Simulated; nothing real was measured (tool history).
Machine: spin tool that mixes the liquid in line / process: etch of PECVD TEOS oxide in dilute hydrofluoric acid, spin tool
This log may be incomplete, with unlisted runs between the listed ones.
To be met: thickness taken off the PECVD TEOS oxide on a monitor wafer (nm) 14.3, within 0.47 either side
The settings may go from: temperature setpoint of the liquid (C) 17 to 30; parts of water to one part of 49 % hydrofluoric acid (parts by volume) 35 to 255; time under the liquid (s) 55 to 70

run	day	temperature setpoint of the liquid (C)	parts of water to one part of 49 % hydrofluoric acid (parts by volume)	time under the liquid (s)	thickness taken off the PECVD TEOS oxide on a monitor wafer (nm)
1	0	22	145	70	6.6997
2	0.333	23.5	135	70	7.7881
3	0.425	23.5	135	70	7.5974
4	0.721	23.5	175	70	5.6475
5	1.092	24.5	160	70	6.526
6	1.296	24.5	120	70	9.2031
7	1.388	25.5	115	70	9.9823
8	1.733	26.5	110	70	10.89
9	1.838	27	105	70	11.706
10	1.996	27.5	105	70	12.28

Which of these 5 next moves meets every target?
A	2.154	28.5	100	70	?
B	2.154	28	100	70	?
C	2.154	26	85	70	?
D	2.154	30	90	70	?
E	2.154	27	95	70	?

move	thickness taken off the PECVD TEOS oxide on a monitor wafer (nm)
A	13.217
B	12.968
C	14.403
D	15.764
E	13.224
A: better than the last run, though not everything is in spec
B: better than the last run, though not everything is in spec
C: all results in spec
D: moves the result that the last run missed by most past its target, out the other side
E: better than the last run, though not everything is in spec
So the answer is move C, the one that meets all the targets.
